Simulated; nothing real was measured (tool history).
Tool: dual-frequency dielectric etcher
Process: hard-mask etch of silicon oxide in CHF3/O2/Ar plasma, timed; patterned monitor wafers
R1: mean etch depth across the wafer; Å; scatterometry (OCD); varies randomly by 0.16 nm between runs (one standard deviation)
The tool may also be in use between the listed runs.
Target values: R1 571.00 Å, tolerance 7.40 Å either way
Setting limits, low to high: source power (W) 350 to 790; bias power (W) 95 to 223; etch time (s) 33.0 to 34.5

{"run": 1, "day": 0.0, "source power (W)": 570, "bias power (W)": 159, "etch time (s)": 33.0, "R1": 608.26}
{"run": 2, "day": 0.192, "source power (W)": 570, "bias power (W)": 182, "etch time (s)": 33.0, "R1": 646.86}
{"run": 3, "day": 0.375, "source power (W)": 570, "bias power (W)": 200, "etch time (s)": 33.0, "R1": 678.37}
{"run": 4, "day": 0.729, "source power (W)": 540, "bias power (W)": 198, "etch time (s)": 33.0, "R1": 656.83}
{"run": 5, "day": 0.821, "source power (W)": 540, "bias power (W)": 187, "etch time (s)": 33.0, "R1": 641.2}
{"run": 6, "day": 0.904, "source power (W)": 520, "bias power (W)": 187, "etch time (s)": 33.0, "R1": 632.36}
{"run": 7, "day": 1.158, "source power (W)": 520, "bias power (W)": 187, "etch time (s)": 33.0, "R1": 631.52}
{"run": 8, "day": 1.475, "source power (W)": 500, "bias power (W)": 187, "etch time (s)": 33.0, "R1": 622.87}
{"run": 9, "day": 1.654, "source power (W)": 480, "bias power (W)": 187, "etch time (s)": 33.0, "R1": 611.66}
{"run": 10, "day": 1.8, "source power (W)": 480, "bias power (W)": 187, "etch time (s)": 33.0, "R1": 609.49}
{"run": 11, "day": 2.129, "source power (W)": 370, "bias power (W)": 184, "etch time (s)": 33.0, "R1": 547.07}
{"run": 12, "day": 2.379, "source power (W)": 380, "bias power (W)": 184, "etch time (s)": 33.0, "R1": 552.05}

Next run, 5 choices. One meets every target within its allowed miss, the rest don't. Which?
{"run": "A", "day": 2.629, "source power (W)": 360, "bias power (W)": 177, "etch time (s)": 33.0, "R1": "?"}
{"run": "B", "day": 2.629, "source power (W)": 420, "bias power (W)": 161, "etch time (s)": 33.0, "R1": "?"}
{"run": "C", "day": 2.629, "source power (W)": 380, "bias power (W)": 155, "etch time (s)": 34.0, "R1": "?"}
{"run": "D", "day": 2.629, "source power (W)": 360, "bias power (W)": 187, "etch time (s)": 34.5, "R1": "?"}
{"run": "E", "day": 2.629, "source power (W)": 400, "bias power (W)": 166, "etch time (s)": 34.0, "R1": "?"}

move=A R1=530.70
move=B R1=541.19
move=C R1=525.61
move=D R1=569.12
move=E R1=554.30
A: its largest miss is bigger than the last run's
B: its largest miss is bigger than the last run's
C: its largest miss is bigger than the last run's
D: in spec on every target
E: nearer than the last run, and not there yet
The move that meets every target is D.

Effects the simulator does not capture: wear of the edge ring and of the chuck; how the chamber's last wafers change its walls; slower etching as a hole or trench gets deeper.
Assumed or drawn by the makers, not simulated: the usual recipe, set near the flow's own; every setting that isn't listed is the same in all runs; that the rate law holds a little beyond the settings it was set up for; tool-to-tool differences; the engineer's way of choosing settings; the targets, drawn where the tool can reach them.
